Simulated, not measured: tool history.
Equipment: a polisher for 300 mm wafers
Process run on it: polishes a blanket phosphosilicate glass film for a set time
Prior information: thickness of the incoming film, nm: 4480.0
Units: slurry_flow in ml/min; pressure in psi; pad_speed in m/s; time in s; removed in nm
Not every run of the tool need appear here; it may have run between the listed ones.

run	hour	slurry_flow	pressure	pad_speed	slurry_solids	time	removed
1	0	250	2.9	1.02	1	67	463.51
2	3.6	250	3	1.02	1	67	482.91
3	7.2	250	2.6	1.02	1	67	412.96
4	13	250	1.9	1.02	1	67	306.6
5	18.5	250	1.9	1.02	0.8	67	284.32
6	23.6	250	1.9	1.02	0.8	61	260.72
7	26.9	250	2.2	1.02	0.8	61	299.35
8	33.5	250	2.4	1.02	0.8	61	333.6
9	42.5	250	2.6	1.02	0.8	61	346.27

Predict the results of run 10:
10	43.7	250	2.8	1.02	0.8	61	?

{"run 10": {"removed": 377.99}}

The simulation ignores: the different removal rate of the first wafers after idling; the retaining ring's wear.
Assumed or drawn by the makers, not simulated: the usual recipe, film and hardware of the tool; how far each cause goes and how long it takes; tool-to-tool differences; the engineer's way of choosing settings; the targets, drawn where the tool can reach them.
